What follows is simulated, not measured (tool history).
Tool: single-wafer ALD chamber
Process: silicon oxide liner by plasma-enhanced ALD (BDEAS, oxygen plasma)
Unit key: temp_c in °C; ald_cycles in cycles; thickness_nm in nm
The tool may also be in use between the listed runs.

| run | hour | temp_c | ald_cycles | thickness_nm |
|---|---|---|---|---|
| 1 | 0 | 310 | 49 | 4.4785 |
| 2 | 7.9 | 310 | 44 | 4.0267 |
| 3 | 8.9 | 310 | 49 | 4.4753 |
| 4 | 14 | 310 | 46 | 4.1702 |
| 5 | 15 | 310 | 44 | 4.0156 |
| 6 | 19.9 | 310 | 42 | 3.8351 |

What does the tool deliver on the next run?
| 7 | 23.9 | 310 | 41 | ? |

Run 7 gave thickness_nm 3.7275 nm.
